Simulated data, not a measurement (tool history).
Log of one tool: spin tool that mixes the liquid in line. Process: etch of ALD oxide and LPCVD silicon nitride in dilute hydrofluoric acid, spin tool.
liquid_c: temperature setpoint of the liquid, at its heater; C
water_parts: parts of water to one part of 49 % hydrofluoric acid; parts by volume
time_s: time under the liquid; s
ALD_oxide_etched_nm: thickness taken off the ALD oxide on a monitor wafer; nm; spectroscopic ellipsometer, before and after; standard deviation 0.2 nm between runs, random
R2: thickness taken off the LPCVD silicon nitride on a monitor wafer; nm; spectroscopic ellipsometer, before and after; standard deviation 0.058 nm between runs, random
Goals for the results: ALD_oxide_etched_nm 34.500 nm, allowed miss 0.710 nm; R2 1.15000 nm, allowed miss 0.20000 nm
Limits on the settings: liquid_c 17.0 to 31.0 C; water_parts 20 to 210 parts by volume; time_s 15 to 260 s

run 1 day=0.000 | liquid_c=23.0 water_parts=115 time_s=130 | ALD_oxide_etched_nm=14.070 R2=0.48914
run 2 day=0.204 | liquid_c=25.0 water_parts=95 time_s=130 | ALD_oxide_etched_nm=18.958 R2=0.62882
run 3 day=0.462 | liquid_c=25.0 water_parts=60 time_s=130 | ALD_oxide_etched_nm=31.464 R2=0.96540
run 4 day=0.646 | liquid_c=28.0 water_parts=60 time_s=130 | ALD_oxide_etched_nm=35.929 R2=1.14710
run 5 day=0.700 | liquid_c=28.0 water_parts=60 time_s=100 | ALD_oxide_etched_nm=27.215 R2=0.95947
run 6 day=0.729 | liquid_c=28.0 water_parts=85 time_s=100 | ALD_oxide_etched_nm=18.799 R2=0.63911
run 7 day=0.946 | liquid_c=29.0 water_parts=75 time_s=100 | ALD_oxide_etched_nm=22.231 R2=0.74545
run 8 day=1.071 | liquid_c=29.5 water_parts=65 time_s=100 | ALD_oxide_etched_nm=26.618 R2=0.95499
-- day=1.325 thermometer replaced
run 9 day=1.325 | liquid_c=29.5 water_parts=60 time_s=100 | ALD_oxide_etched_nm=31.662 R2=1.18280
run 10 day=1.467 | liquid_c=30.0 water_parts=60 time_s=100 | ALD_oxide_etched_nm=32.105 R2=1.13790
run 11 day=1.642 | liquid_c=30.5 water_parts=60 time_s=100 | ALD_oxide_etched_nm=32.416 R2=1.32470
run 12 day=2.012 | liquid_c=28.0 water_parts=40 time_s=100 | ALD_oxide_etched_nm=45.504 R2=1.69720
run 13 day=2.346 | liquid_c=25.5 water_parts=45 time_s=100 | ALD_oxide_etched_nm=36.227 R2=1.15580
run 14 day=2.408 | liquid_c=25.0 water_parts=50 time_s=100 | ALD_oxide_etched_nm=31.568 R2=0.96059

4 candidate next runs follow, results not yet known. Just one meets every target within its allowed miss. Identify it.
run A day=2.471 | liquid_c=21.5 water_parts=65 time_s=150 | ALD_oxide_etched_nm=? R2=?
run B day=2.471 | liquid_c=30.5 water_parts=80 time_s=115 | ALD_oxide_etched_nm=? R2=?
run C day=2.471 | liquid_c=24.0 water_parts=75 time_s=175 | ALD_oxide_etched_nm=? R2=?
run D day=2.471 | liquid_c=29.5 water_parts=80 time_s=135 | ALD_oxide_etched_nm=? R2=?

move=A ALD_oxide_etched_nm=31.320 R2=0.94407
move=B ALD_oxide_etched_nm=27.345 R2=1.06470
move=C ALD_oxide_etched_nm=34.645 R2=1.13300
move=D ALD_oxide_etched_nm=30.898 R2=1.17310
A: misses by more than the last run did
B: misses by more than the last run did
C: every result within its allowed miss
D: misses by more than the last run did
Answer: C

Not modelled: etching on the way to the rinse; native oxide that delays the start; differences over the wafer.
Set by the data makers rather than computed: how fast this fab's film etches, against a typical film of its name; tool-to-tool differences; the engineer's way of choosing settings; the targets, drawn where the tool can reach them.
